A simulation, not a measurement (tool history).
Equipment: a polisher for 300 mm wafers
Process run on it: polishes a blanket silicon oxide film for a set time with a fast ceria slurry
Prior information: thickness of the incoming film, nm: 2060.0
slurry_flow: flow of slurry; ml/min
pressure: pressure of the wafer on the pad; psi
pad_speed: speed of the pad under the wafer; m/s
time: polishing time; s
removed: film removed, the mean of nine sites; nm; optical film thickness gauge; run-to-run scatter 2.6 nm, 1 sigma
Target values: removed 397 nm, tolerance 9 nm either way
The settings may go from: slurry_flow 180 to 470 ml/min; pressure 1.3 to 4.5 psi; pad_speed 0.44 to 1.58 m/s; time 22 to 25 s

run	day	slurry_flow	pressure	pad_speed	time	removed
1	0	300	2.9	1	25	491.22
2	0.108	295	2.7	1	25	454.4
3	0.379	295	2.4	1	25	412.89
4	0.512	295	2.8	1	25	469.54
5	0.667	295	3.4	1	25	568.6
6	0.908	295	3.4	0.86	25	480.95
7	1.15	285	3.2	0.86	25	457.35
8	1.238	285	3	0.86	25	436.72
9	1.521	285	2.9	0.86	25	423.6
10	1.708	285	2.8	0.86	25	406.98

Next run, 5 choices. One meets every target within its allowed miss, the rest don't. Which?
A	1.896	265	3.1	0.84	25	?
B	1.896	290	3	0.9	23	?
C	1.896	315	3.1	0.82	24	?
D	1.896	295	3.1	0.86	22	?
E	1.896	300	3.3	0.86	22	?

move	removed
A	430.98
B	415.43
C	411.54
D	392.47
E	416.19
A: its largest miss is bigger than the last run's
B: its largest miss is bigger than the last run's
C: its largest miss is bigger than the last run's
D: every result within its allowed miss
E: its largest miss is bigger than the last run's
D meets every target.

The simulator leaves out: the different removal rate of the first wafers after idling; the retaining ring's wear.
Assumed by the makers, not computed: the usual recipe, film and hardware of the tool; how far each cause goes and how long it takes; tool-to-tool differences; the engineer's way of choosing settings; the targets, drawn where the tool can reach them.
